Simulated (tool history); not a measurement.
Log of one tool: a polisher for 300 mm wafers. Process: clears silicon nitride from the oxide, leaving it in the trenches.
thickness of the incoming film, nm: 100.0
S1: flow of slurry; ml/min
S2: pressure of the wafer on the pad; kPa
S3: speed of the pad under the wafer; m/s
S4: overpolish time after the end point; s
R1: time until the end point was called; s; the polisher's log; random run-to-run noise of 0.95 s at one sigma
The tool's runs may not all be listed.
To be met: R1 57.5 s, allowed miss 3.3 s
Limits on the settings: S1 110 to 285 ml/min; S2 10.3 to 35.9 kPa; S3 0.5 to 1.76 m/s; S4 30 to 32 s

| run | hour | S1 | S2 | S3 | S4 | R1 |
|---|---|---|---|---|---|---|
| 1 | 0 | 180 | 22.8 | 1.12 | 30 | 77.669 |
| 2 | 8 | 180 | 22.8 | 0.94 | 30 | 92.967 |
| 3 | 16.1 | 210 | 22.8 | 0.94 | 30 | 91.777 |
| 4 | 22.2 | 210 | 24.8 | 0.94 | 30 | 81.216 |
| 5 | 23.6 | 255 | 24.8 | 0.94 | 30 | 77.77 |
| 6 | 27.6 | 255 | 24.8 | 0.76 | 30 | 97.777 |
| 7 | 33.9 | 255 | 26.9 | 0.76 | 30 | 90.379 |
| 8 | 42.2 | 255 | 28.3 | 0.78 | 30 | 83.74 |
| 9 | 48.8 | 255 | 29.6 | 0.8 | 30 | 77.911 |
| 10 | 54.9 | 255 | 31 | 0.82 | 30 | 74.445 |
| 11 | 57.8 | 255 | 31.7 | 0.84 | 30 | 69.702 |

Below are 5 possible settings for the next run. Only one of them brings all results inside the allowed miss of their targets. Which is it?
| A | 60.7 | 250 | 29 | 0.66 | 30 | ? |
| B | 60.7 | 280 | 33.1 | 0.62 | 30 | ? |
| C | 60.7 | 240 | 33.8 | 0.72 | 32 | ? |
| D | 60.7 | 280 | 29 | 0.64 | 30 | ? |
| E | 60.7 | 225 | 34.5 | 0.96 | 32 | ? |

| move | R1 |
|---|---|
| A | 93.877 |
| B | 86.385 |
| C | 74.668 |
| D | 95.515 |
| E | 55.977 |
A: the biggest miss grows against the last run
B: the biggest miss grows against the last run
C: the biggest miss grows against the last run
D: the biggest miss grows against the last run
E: every result within its allowed miss
E is the move that brings every result within its allowed miss.

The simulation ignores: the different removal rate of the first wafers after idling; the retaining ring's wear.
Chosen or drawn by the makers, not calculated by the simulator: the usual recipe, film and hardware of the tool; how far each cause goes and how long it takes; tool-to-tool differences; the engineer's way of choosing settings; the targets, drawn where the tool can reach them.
